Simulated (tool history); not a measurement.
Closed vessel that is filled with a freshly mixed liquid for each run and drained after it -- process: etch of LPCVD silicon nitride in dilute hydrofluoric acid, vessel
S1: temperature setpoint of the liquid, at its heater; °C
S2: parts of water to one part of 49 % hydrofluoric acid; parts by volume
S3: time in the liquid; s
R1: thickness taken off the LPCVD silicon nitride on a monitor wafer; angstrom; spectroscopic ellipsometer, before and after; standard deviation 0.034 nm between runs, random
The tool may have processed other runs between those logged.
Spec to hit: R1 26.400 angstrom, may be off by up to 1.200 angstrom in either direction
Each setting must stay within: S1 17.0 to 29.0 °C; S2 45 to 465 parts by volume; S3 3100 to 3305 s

| run | hour | S1 | S2 | S3 | R1 |
|---|---|---|---|---|---|
| 1 | 0.0 | 21.0 | 255 | 3100 | 46.844 |
| 2 | 1.9 | 21.0 | 285 | 3100 | 42.571 |
| 3 | 7.6 | 20.0 | 300 | 3100 | 38.443 |
| 4 | 11.2 | 20.0 | 300 | 3305 | 40.870 |
| 5 | 16.0 | 17.5 | 300 | 3305 | 34.358 |
| 6 | 21.9 | 17.5 | 315 | 3300 | 32.660 |
| 7 | 27.2 | 17.5 | 325 | 3295 | 33.028 |
| 8 | 27.8 | 17.5 | 340 | 3290 | 30.194 |
| 9 | 29.7 | 17.5 | 345 | 3290 | 29.784 |
| 10 | 36.9 | 17.5 | 350 | 3290 | 29.565 |
| 11 | 39.7 | 17.5 | 355 | 3290 | 28.994 |
| 12 | 46.4 | 17.5 | 360 | 3290 | 29.302 |
| 13 | 49.9 | 17.5 | 365 | 3290 | 28.189 |

Which of these 5 next moves meets every target?
| A | 53.4 | 17.0 | 355 | 3100 | ? |
| B | 53.4 | 17.5 | 330 | 3210 | ? |
| C | 53.4 | 17.5 | 340 | 3305 | ? |
| D | 53.4 | 17.0 | 390 | 3100 | ? |
| E | 53.4 | 18.0 | 325 | 3135 | ? |

| move | R1 |
|---|---|
| A | 27.183 |
| B | 31.153 |
| C | 31.178 |
| D | 24.873 |
| E | 31.881 |
A: each result inside its tolerance
B: further off than the last run
C: further off than the last run
D: takes the biggest miss from the last run beyond its target
E: further off than the last run
Move A is the one to make.

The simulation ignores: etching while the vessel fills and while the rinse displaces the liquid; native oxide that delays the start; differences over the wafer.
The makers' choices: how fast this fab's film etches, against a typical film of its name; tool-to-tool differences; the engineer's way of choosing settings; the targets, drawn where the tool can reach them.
